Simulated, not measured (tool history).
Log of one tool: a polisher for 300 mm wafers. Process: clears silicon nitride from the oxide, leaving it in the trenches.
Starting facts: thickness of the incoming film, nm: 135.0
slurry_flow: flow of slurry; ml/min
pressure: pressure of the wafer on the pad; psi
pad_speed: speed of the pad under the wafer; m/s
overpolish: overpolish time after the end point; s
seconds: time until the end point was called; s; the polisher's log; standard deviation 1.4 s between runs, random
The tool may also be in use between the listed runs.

| run | hour | slurry_flow | pressure | pad_speed | overpolish | seconds |
|---|---|---|---|---|---|---|
| 1 | 0.0 | 295 | 2.0 | 1.22 | 38 | 182.01 |
| 2 | 5.3 | 295 | 2.0 | 1.22 | 38 | 181.50 |
| 3 | 11.6 | 295 | 2.3 | 1.24 | 38 | 160.26 |
| 4 | 16.9 | 295 | 2.5 | 1.26 | 38 | 144.13 |
| 5 | 24.2 | 295 | 2.5 | 0.96 | 38 | 189.96 |
| 6 | 27.0 | 295 | 2.7 | 1.06 | 38 | 159.70 |
| 7 | 28.4 | 295 | 2.8 | 1.12 | 38 | 143.87 |
| 8 | 31.5 | 295 | 2.9 | 1.16 | 38 | 132.24 |
| 9 | 33.4 | 295 | 3.0 | 1.18 | 38 | 127.02 |

What will run 10 give?
| 10 | 39.6 | 295 | 3.0 | 1.22 | 38 | ? |

Run 10 yielded seconds 125.27 s.
